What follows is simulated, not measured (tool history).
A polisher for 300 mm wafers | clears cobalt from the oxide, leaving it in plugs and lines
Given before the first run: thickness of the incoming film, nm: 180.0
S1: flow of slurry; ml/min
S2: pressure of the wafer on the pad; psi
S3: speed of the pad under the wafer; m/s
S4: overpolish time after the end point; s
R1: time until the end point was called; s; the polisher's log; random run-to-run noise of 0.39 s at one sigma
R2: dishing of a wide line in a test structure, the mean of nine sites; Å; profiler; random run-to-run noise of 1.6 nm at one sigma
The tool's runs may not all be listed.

run 1 hour=0.0 | S1=270 S2=1.9 S3=0.92 S4=26 | R1=39.740 R2=629.17
run 2 hour=0.7 | S1=270 S2=1.9 S3=1.04 S4=26 | R1=35.136 R2=655.26
run 3 hour=6.4 | S1=270 S2=1.6 S3=1.04 S4=26 | R1=41.752 R2=600.57
run 4 hour=13.5 | S1=270 S2=1.7 S3=1.04 S4=27 | R1=39.094 R2=658.22
run 5 hour=22.3 | S1=270 S2=1.7 S3=1.04 S4=22 | R1=39.496 R2=571.13
run 6 hour=26.5 | S1=270 S2=1.7 S3=0.90 S4=22 | R1=44.962 R2=551.54
run 7 hour=35.0 | S1=270 S2=1.8 S3=0.90 S4=24 | R1=43.246 R2=599.53
run 8 hour=43.0 | S1=270 S2=1.9 S3=0.90 S4=25 | R1=40.498 R2=620.27
run 9 hour=46.8 | S1=270 S2=2.0 S3=0.90 S4=26 | R1=39.047 R2=629.42
run 10 hour=55.3 | S1=270 S2=2.1 S3=0.90 S4=27 | R1=36.945 R2=646.79
run 11 hour=57.4 | S1=270 S2=2.2 S3=0.90 S4=28 | R1=35.521 R2=657.51

The next listed run, before its measurement:
run 12 hour=61.0 | S1=270 S2=2.2 S3=0.90 S4=28 | R1=? R2=?

R1: 35.509 s
R2: 670.89 Å

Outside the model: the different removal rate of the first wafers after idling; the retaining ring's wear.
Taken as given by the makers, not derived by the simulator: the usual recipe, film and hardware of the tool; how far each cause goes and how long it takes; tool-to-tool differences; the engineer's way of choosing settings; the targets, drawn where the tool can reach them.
